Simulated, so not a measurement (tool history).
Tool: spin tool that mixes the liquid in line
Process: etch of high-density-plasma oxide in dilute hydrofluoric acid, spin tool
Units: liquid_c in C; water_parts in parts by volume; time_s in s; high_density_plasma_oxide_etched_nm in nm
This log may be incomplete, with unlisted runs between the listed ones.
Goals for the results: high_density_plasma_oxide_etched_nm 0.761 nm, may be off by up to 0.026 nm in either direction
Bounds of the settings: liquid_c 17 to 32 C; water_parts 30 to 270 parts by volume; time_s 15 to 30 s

| run | hour | liquid_c | water_parts | time_s | high_density_plasma_oxide_etched_nm |
|---|---|---|---|---|---|
| 1 | 0 | 24 | 150 | 30 | 1.1374 |
| 2 | 2.8 | 23.5 | 150 | 30 | 1.1378 |
| 3 | 7.3 | 23.5 | 150 | 15 | 0.56607 |
| 4 | 15.8 | 23.5 | 200 | 15 | 0.39824 |
| 5 | 16.9 | 23.5 | 165 | 15 | 0.49536 |
|  | 24.3 | thermometer replaced |
| 6 | 24.3 | 21.5 | 165 | 15 | 0.48767 |
| 7 | 30.4 | 22 | 165 | 15 | 0.49551 |
| 8 | 32.7 | 22.5 | 165 | 15 | 0.49868 |
| 9 | 40.9 | 23 | 165 | 15 | 0.51343 |
| 10 | 45.9 | 23.5 | 165 | 15 | 0.51775 |
| 11 | 53.2 | 24.5 | 165 | 15 | 0.54039 |
| 12 | 57.3 | 25 | 165 | 15 | 0.55215 |
| 13 | 64 | 25.5 | 165 | 15 | 0.56662 |
| 14 | 66.9 | 26 | 165 | 15 | 0.56992 |
| 15 | 69.8 | 26.5 | 165 | 15 | 0.57949 |
| 16 | 77.2 | 27 | 165 | 15 | 0.58782 |
| 17 | 82.8 | 27.5 | 165 | 15 | 0.61127 |
| 18 | 84.7 | 31.5 | 160 | 15 | 0.71722 |
| 19 | 93.1 | 31.5 | 160 | 15 | 0.71384 |

Below are 4 possible settings for the next run. Only one of them brings all results inside the allowed miss of their targets. Which is it?
| A | 101.5 | 32 | 175 | 15 | ? |
| B | 101.5 | 29.5 | 155 | 15 | ? |
| C | 101.5 | 30 | 165 | 15 | ? |
| D | 101.5 | 31.5 | 155 | 15 | ? |

| move | high_density_plasma_oxide_etched_nm |
|---|---|
| A | 0.65914 |
| B | 0.69946 |
| C | 0.66038 |
| D | 0.7511 |
A: its largest miss is bigger than the last run's
B: its largest miss is bigger than the last run's
C: its largest miss is bigger than the last run's
D: hits every target within its allowed miss
The right move is D.

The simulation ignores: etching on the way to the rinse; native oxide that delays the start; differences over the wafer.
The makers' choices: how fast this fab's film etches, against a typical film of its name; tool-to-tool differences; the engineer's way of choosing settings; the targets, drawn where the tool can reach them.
